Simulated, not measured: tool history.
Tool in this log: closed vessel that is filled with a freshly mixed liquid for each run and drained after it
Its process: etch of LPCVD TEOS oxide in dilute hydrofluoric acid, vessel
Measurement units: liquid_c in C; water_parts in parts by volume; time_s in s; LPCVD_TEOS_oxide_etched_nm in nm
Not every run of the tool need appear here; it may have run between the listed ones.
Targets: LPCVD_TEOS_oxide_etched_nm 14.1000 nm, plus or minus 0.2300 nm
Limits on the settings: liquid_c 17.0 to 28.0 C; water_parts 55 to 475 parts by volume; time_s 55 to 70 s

{"run": 1, "hour": 0.0, "liquid_c": 20.0, "water_parts": 265, "time_s": 70, "LPCVD_TEOS_oxide_etched_nm": 6.8621}
{"run": 2, "hour": 7.8, "liquid_c": 22.5, "water_parts": 235, "time_s": 70, "LPCVD_TEOS_oxide_etched_nm": 8.7397}
{"run": 3, "hour": 11.0, "liquid_c": 22.5, "water_parts": 235, "time_s": 55, "LPCVD_TEOS_oxide_etched_nm": 6.8672}
{"run": 4, "hour": 18.1, "liquid_c": 22.5, "water_parts": 165, "time_s": 55, "LPCVD_TEOS_oxide_etched_nm": 10.481}
{"run": 5, "hour": 21.3, "liquid_c": 22.5, "water_parts": 165, "time_s": 70, "LPCVD_TEOS_oxide_etched_nm": 13.311}
{"run": 6, "hour": 22.2, "liquid_c": 22.5, "water_parts": 165, "time_s": 70, "LPCVD_TEOS_oxide_etched_nm": 13.354}
{"run": 7, "hour": 25.9, "liquid_c": 23.0, "water_parts": 165, "time_s": 70, "LPCVD_TEOS_oxide_etched_nm": 13.581}
{"run": 8, "hour": 33.2, "liquid_c": 23.0, "water_parts": 165, "time_s": 70, "LPCVD_TEOS_oxide_etched_nm": 13.519}
{"hour": 37.6, "done": "thermometer replaced"}
{"run": 9, "hour": 37.6, "liquid_c": 23.5, "water_parts": 165, "time_s": 70, "LPCVD_TEOS_oxide_etched_nm": 14.928}
{"run": 10, "hour": 40.8, "liquid_c": 23.0, "water_parts": 165, "time_s": 70, "LPCVD_TEOS_oxide_etched_nm": 14.744}
{"run": 11, "hour": 42.0, "liquid_c": 22.5, "water_parts": 165, "time_s": 70, "LPCVD_TEOS_oxide_etched_nm": 14.305}

5 candidate next runs follow, results not yet known. Just one meets every target within its allowed miss. Identify it.
{"run": "A", "hour": 43.2, "liquid_c": 17.5, "water_parts": 120, "time_s": 60, "LPCVD_TEOS_oxide_etched_nm": "?"}
{"run": "B", "hour": 43.2, "liquid_c": 21.0, "water_parts": 125, "time_s": 55, "LPCVD_TEOS_oxide_etched_nm": "?"}
{"run": "C", "hour": 43.2, "liquid_c": 23.0, "water_parts": 170, "time_s": 70, "LPCVD_TEOS_oxide_etched_nm": "?"}
{"run": "D", "hour": 43.2, "liquid_c": 20.0, "water_parts": 130, "time_s": 60, "LPCVD_TEOS_oxide_etched_nm": "?"}
{"run": "E", "hour": 43.2, "liquid_c": 23.0, "water_parts": 165, "time_s": 65, "LPCVD_TEOS_oxide_etched_nm": "?"}

move=A LPCVD_TEOS_oxide_etched_nm=14.4610
move=B LPCVD_TEOS_oxide_etched_nm=14.6000
move=C LPCVD_TEOS_oxide_etched_nm=14.0630
move=D LPCVD_TEOS_oxide_etched_nm=14.6320
move=E LPCVD_TEOS_oxide_etched_nm=13.5280
A: misses by more than the last run did
B: misses by more than the last run did
C: every result lands within tolerance
D: misses by more than the last run did
E: carries the result that was furthest off beyond its target, to the other side
Correct choice: C, which meets every target

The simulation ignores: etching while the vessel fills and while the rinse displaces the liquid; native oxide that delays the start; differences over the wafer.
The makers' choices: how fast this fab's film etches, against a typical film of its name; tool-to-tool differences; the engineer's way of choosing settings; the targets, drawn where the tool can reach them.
